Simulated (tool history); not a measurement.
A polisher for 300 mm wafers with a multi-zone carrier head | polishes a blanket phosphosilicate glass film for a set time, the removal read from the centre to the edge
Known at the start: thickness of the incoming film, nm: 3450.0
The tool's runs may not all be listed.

run  hour  flow of slurry (ml/min)  pressure of the head's centre zone  pressure of the head's middle zone  pressure of the head's edge zone  abrasive content of the slurry  polishing time (s)  film removed at the wafer's centre (nm)  film removed at mid-radius (nm)  film removed at the wafer's edge (nm)
  1     0                      255                                   1                                   1                                 1                               1                  88                                   452.63                           432.24                                  440.2
  2   0.8                      255                                0.95                                   1                                 1                               1                  88                                   412.24                           428.15                                  435.7
  3   3.4                      255                                0.95                                   1                              0.93                               1                  88                                   421.97                           433.74                                 431.18
  4   6.2                      255                                1.03                                   1                              0.93                               1                  88                                   459.96                           441.45                                  427.5
  5  12.9                      255                                1.03                                   1                              0.93                               1                  71                                   366.07                           349.05                                 349.52
  6  20.8                      260                                1.03                                1.02                              0.94                             1.1                  73                                   390.47                           383.69                                 375.09
  7  24.5                      265                                1.03                                1.04                              0.95                            1.15                  75                                   421.01                           412.46                                 391.97
  8  31.5                      250                                0.93                                1.13                              1.05                             1.4                  85                                   445.37                           530.29                                 499.55
  9  34.4                      255                                0.95                                1.14                              1.05                             1.4                  85                                   468.94                           535.62                                 499.64
 10  38.1                      260                                0.96                                1.15                              1.05                             1.4                  85                                   469.01                           539.32                                  502.9

Forecast run 11:
 11  39.9                      265                                0.97                                1.16                              1.05                             1.4                  85                                        ?                                ?                                      ?

film removed at the wafer's centre (nm): 483.63
film removed at mid-radius (nm): 542.17
film removed at the wafer's edge (nm): 501.22

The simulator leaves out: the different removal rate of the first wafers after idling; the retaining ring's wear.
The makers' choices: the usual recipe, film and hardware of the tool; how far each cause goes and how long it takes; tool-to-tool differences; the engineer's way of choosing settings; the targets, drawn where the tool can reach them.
